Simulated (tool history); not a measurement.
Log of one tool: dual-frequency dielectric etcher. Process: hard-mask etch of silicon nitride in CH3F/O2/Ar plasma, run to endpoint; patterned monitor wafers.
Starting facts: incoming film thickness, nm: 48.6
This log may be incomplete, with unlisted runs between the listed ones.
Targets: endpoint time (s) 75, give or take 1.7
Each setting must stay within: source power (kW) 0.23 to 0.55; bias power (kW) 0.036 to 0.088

{"run": 1, "hour": 0.0, "source power (kW)": 0.39, "bias power (kW)": 0.062, "endpoint time (s)": 82.349}
{"run": 2, "hour": 6.2, "source power (kW)": 0.39, "bias power (kW)": 0.071, "endpoint time (s)": 79.172}
{"run": 3, "hour": 10.2, "source power (kW)": 0.32, "bias power (kW)": 0.071, "endpoint time (s)": 84.181}
{"run": 4, "hour": 11.0, "source power (kW)": 0.34, "bias power (kW)": 0.072, "endpoint time (s)": 83.467}
{"run": 5, "hour": 19.5, "source power (kW)": 0.39, "bias power (kW)": 0.072, "endpoint time (s)": 79.602}
{"run": 6, "hour": 26.5, "source power (kW)": 0.39, "bias power (kW)": 0.063, "endpoint time (s)": 81.676}
{"run": 7, "hour": 31.8, "source power (kW)": 0.4, "bias power (kW)": 0.064, "endpoint time (s)": 81.426}
{"run": 8, "hour": 39.4, "source power (kW)": 0.41, "bias power (kW)": 0.065, "endpoint time (s)": 80.295}
{"run": 9, "hour": 43.6, "source power (kW)": 0.42, "bias power (kW)": 0.066, "endpoint time (s)": 78.88}
{"run": 10, "hour": 52.3, "source power (kW)": 0.43, "bias power (kW)": 0.066, "endpoint time (s)": 77.308}
{"run": 11, "hour": 54.5, "source power (kW)": 0.44, "bias power (kW)": 0.067, "endpoint time (s)": 77.504}

Of the 5 settings listed for the next run, only one would bring every result within its allowed miss of target. Which one?
{"run": "A", "hour": 56.7, "source power (kW)": 0.53, "bias power (kW)": 0.074, "endpoint time (s)": "?"}
{"run": "B", "hour": 56.7, "source power (kW)": 0.41, "bias power (kW)": 0.065, "endpoint time (s)": "?"}
{"run": "C", "hour": 56.7, "source power (kW)": 0.41, "bias power (kW)": 0.067, "endpoint time (s)": "?"}
{"run": "D", "hour": 56.7, "source power (kW)": 0.48, "bias power (kW)": 0.067, "endpoint time (s)": "?"}
{"run": "E", "hour": 56.7, "source power (kW)": 0.49, "bias power (kW)": 0.075, "endpoint time (s)": "?"}

move=A endpoint_time_(s)=69.873
move=B endpoint_time_(s)=80.657
move=C endpoint_time_(s)=79.812
move=D endpoint_time_(s)=75.122
move=E endpoint_time_(s)=71.664
A: takes the result that was furthest off past its target
B: moves away from the targets compared with the last run
C: moves away from the targets compared with the last run
D: all results in spec
E: takes the result that was furthest off past its target
The right move is D.
